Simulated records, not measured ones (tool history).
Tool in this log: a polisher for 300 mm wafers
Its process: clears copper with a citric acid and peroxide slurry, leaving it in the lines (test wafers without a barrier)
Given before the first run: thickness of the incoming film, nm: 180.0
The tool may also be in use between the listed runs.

| run | hour | flow of slurry (ml/min) | pressure of the wafer on the pad (kPa) | speed of the pad under the wafer (cm/s) | abrasive content of the slurry | overpolish time after the end point (s) | time until the end point was called (s) | dishing of a wide line in a test structure (Å) |
|---|---|---|---|---|---|---|---|---|
| 1 | 0 | 225 | 20.7 | 100 | 1 | 8 | 70.855 | 166.54 |
| 2 | 7.2 | 225 | 20.7 | 100 | 1 | 10 | 71.36 | 209.73 |
| 3 | 9.8 | 225 | 20.7 | 100 | 1.2 | 10 | 68.198 | 210.91 |
| 4 | 18.3 | 225 | 24.8 | 100 | 1.2 | 10 | 57.071 | 252.82 |
| 5 | 26.1 | 225 | 24.8 | 100 | 1.2 | 7 | 57.717 | 185.04 |
| 6 | 30 | 255 | 24.8 | 100 | 1.2 | 7 | 56.466 | 181.98 |
| 7 | 31.6 | 240 | 21.4 | 100 | 1.2 | 9 | 65.444 | 206.4 |
| 8 | 35 | 230 | 18.6 | 100 | 1.2 | 10 | 75.155 | 189.02 |
| 9 | 43.9 | 220 | 17.2 | 100 | 1.2 | 11 | 81.011 | 204.5 |
| 10 | 45.6 | 210 | 15.9 | 100 | 1.2 | 11 | 88.493 | 179.83 |
| 11 | 48.2 | 195 | 15.2 | 100 | 1.2 | 12 | 93.184 | 192.99 |
| 12 | 54.5 | 185 | 14.5 | 100 | 1.2 | 12 | 98.31 | 179.63 |
| 13 | 60.7 | 175 | 14.5 | 100 | 1.2 | 12 | 98.875 | 179.55 |

Run 14 is up next; what results do you expect?
| 14 | 67 | 165 | 14.5 | 100 | 1.2 | 12 | ? | ? |

{"run 14": {"time until the end point was called (s)": 99.925, "dishing of a wide line in a test structure (Å)": 174.2}}
